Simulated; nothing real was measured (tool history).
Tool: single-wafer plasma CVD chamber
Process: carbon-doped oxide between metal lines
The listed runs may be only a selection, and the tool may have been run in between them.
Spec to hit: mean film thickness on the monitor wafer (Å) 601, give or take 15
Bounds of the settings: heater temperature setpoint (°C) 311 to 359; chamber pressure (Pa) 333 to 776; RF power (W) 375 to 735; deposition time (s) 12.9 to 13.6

run,hour,heater temperature setpoint (°C),chamber pressure (Pa),RF power (W),deposition time (s),mean film thickness on the monitor wafer (Å)
1,0,335,555,555,13.6,743.35
2,6.9,344,555,555,13.6,716.75
3,15.2,344,591,555,13.6,732.9
4,19.3,345,552,535,13.6,698.96
5,25.6,346,521,520,13.6,674.77
6,27.2,346,619,520,13.6,698.73
7,31.4,347,591,505,13.6,679.73
8,35.4,348,565,495,13.6,665.86
9,40.7,348,565,495,13.6,653.27
10,45,349,548,490,13.6,645.69
11,47.6,350,533,485,13.6,644.84
12,55,351,521,475,13.6,625.21
13,59,352,513,475,13.6,617.1
14,59.7,353,509,475,13.6,617.06
15,62.3,354,504,475,13.6,617.4

Exercise: of the 5 proposed moves below, exactly one satisfies all targets within the stated allowed misses. Which move is it?
A,64.9,357,444,520,13.6,?
B,64.9,357,639,515,13.4,?
C,64.9,359,505,545,12.9,?
D,64.9,351,525,515,13.1,?
E,64.9,359,603,480,12.9,?

move,mean film thickness on the monitor wafer (Å)
A,641.81
B,670.53
C,639.73
D,639.87
E,603.28
A: misses by more than the last run did
B: misses by more than the last run did
C: misses by more than the last run did
D: misses by more than the last run did
E: each result inside its tolerance
E is the move that brings every result within its allowed miss.
